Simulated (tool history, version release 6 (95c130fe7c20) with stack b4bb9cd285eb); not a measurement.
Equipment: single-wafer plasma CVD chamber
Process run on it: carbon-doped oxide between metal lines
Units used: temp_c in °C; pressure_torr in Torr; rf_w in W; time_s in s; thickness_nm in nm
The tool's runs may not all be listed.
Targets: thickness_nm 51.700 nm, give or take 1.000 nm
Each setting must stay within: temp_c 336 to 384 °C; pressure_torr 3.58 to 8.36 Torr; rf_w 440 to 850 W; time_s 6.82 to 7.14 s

| run | hour | temp_c | pressure_torr | rf_w | time_s | thickness_nm |
|---|---|---|---|---|---|---|
| 1 | 0.0 | 360 | 5.97 | 645 | 7.14 | 43.484 |
| 2 | 8.1 | 360 | 5.97 | 685 | 7.14 | 44.710 |
| 3 | 16.9 | 353 | 5.97 | 685 | 7.14 | 45.876 |
| 4 | 21.7 | 353 | 5.43 | 685 | 7.14 | 45.290 |
| 5 | 25.6 | 352 | 5.56 | 695 | 7.14 | 45.551 |
| 6 | 27.3 | 351 | 5.73 | 705 | 7.14 | 46.342 |
| 7 | 34.5 | 350 | 5.84 | 715 | 7.14 | 46.856 |
| 8 | 35.4 | 349 | 5.92 | 725 | 7.14 | 47.470 |
| 9 | 36.5 | 348 | 6.00 | 735 | 7.14 | 48.269 |
| 10 | 40.1 | 348 | 6.09 | 740 | 7.14 | 48.124 |
| 11 | 45.9 | 347 | 6.13 | 750 | 7.14 | 48.741 |
| 12 | 47.4 | 347 | 6.18 | 755 | 7.14 | 48.704 |
| 13 | 49.3 | 346 | 6.21 | 760 | 7.14 | 49.225 |
| 14 | 56.7 | 346 | 6.25 | 765 | 7.14 | 49.380 |
| 15 | 61.7 | 346 | 6.28 | 770 | 7.14 | 49.628 |

4 next moves are on the table. One of them brings every result within its allowed miss. Which?
| A | 66.7 | 349 | 7.05 | 790 | 7.01 | ? |
| B | 66.7 | 347 | 6.08 | 745 | 7.14 | ? |
| C | 66.7 | 342 | 6.53 | 830 | 7.13 | ? |
| D | 66.7 | 347 | 6.43 | 735 | 7.14 | ? |

| move | thickness_nm |
|---|---|
| A | 48.841 |
| B | 48.140 |
| C | 51.723 |
| D | 48.182 |
A: further off than the last run
B: further off than the last run
C: all results in spec
D: further off than the last run
Answer: C
